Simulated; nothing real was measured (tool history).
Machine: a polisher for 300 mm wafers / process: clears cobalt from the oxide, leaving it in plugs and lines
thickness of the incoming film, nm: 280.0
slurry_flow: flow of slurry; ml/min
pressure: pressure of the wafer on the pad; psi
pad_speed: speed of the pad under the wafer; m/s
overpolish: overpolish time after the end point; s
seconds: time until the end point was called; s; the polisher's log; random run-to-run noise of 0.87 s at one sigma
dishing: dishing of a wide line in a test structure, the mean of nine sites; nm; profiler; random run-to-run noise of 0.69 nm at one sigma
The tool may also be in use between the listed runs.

run 1 hour=0 | slurry_flow=170 pressure=2.4 pad_speed=1.02 overpolish=13 | seconds=45.223 dishing=38.347
run 2 hour=7.8 | slurry_flow=170 pressure=2.3 pad_speed=1.02 overpolish=13 | seconds=47.429 dishing=38.746
run 3 hour=11.1 | slurry_flow=170 pressure=2.8 pad_speed=1.02 overpolish=13 | seconds=39.025 dishing=40.846
run 4 hour=17.5 | slurry_flow=170 pressure=3 pad_speed=1.02 overpolish=13 | seconds=36.574 dishing=42.111
run 5 hour=26.2 | slurry_flow=140 pressure=3 pad_speed=1.02 overpolish=13 | seconds=36.295 dishing=43.619
run 6 hour=27.9 | slurry_flow=140 pressure=2.8 pad_speed=1.02 overpolish=12 | seconds=39.849 dishing=40.249
run 7 hour=32.1 | slurry_flow=140 pressure=2.7 pad_speed=1.02 overpolish=12 | seconds=42.27 dishing=39.474
run 8 hour=33.3 | slurry_flow=140 pressure=2.6 pad_speed=1.02 overpolish=12 | seconds=42.753 dishing=39.289
run 9 hour=36.6 | slurry_flow=140 pressure=2.5 pad_speed=1.02 overpolish=12 | seconds=44.721 dishing=39.727
run 10 hour=39.2 | slurry_flow=140 pressure=2.4 pad_speed=1.02 overpolish=11 | seconds=45.863 dishing=34.76
run 11 hour=41.7 | slurry_flow=140 pressure=2.3 pad_speed=1.02 overpolish=11 | seconds=49.088 dishing=34.377
run 12 hour=48.9 | slurry_flow=140 pressure=2.2 pad_speed=1.02 overpolish=11 | seconds=51.481 dishing=32.934

What does the tool deliver on the next run?
run 13 hour=52.3 | slurry_flow=135 pressure=1.6 pad_speed=1 overpolish=11 | seconds=? dishing=?

seconds: 68.413 s
dishing: 27.856 nm

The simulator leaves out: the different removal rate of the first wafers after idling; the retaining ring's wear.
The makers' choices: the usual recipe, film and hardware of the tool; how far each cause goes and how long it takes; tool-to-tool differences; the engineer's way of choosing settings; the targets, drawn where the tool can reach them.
